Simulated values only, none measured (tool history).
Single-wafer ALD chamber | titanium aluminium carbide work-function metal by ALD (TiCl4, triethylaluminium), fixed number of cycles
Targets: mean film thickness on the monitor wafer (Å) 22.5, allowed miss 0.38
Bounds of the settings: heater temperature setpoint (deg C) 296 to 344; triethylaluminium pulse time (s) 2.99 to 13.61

run,day,heater temperature setpoint (deg C),triethylaluminium pulse time (s),mean film thickness on the monitor wafer (Å)
1,0,320,8.3,20.928
2,0.146,322,8.45,21.19
3,0.175,324,8.57,21.561
4,0.429,318,8.57,20.834
5,0.771,308,8.57,19.942
6,1.125,308,6.4,18.392
7,1.221,313,6.67,19.146
8,1.321,325,7.84,21.194
9,1.446,327,7.9,21.485
10,1.583,328,7.94,21.53
11,1.621,329,7.99,21.634
12,1.675,330,8.03,21.809

4 next moves are on the table. One of them brings every result within its allowed miss. Which?
A,1.729,336,6.89,?
B,1.729,333,8.55,?
C,1.729,323,8.88,?
D,1.729,329,8.42,?

move,mean film thickness on the monitor wafer (Å)
A,21.524
B,22.373
C,21.534
D,21.916
A: further off than the last run
B: meets every target
C: further off than the last run
D: nearer than the last run, and not there yet
Move B is the one to make.

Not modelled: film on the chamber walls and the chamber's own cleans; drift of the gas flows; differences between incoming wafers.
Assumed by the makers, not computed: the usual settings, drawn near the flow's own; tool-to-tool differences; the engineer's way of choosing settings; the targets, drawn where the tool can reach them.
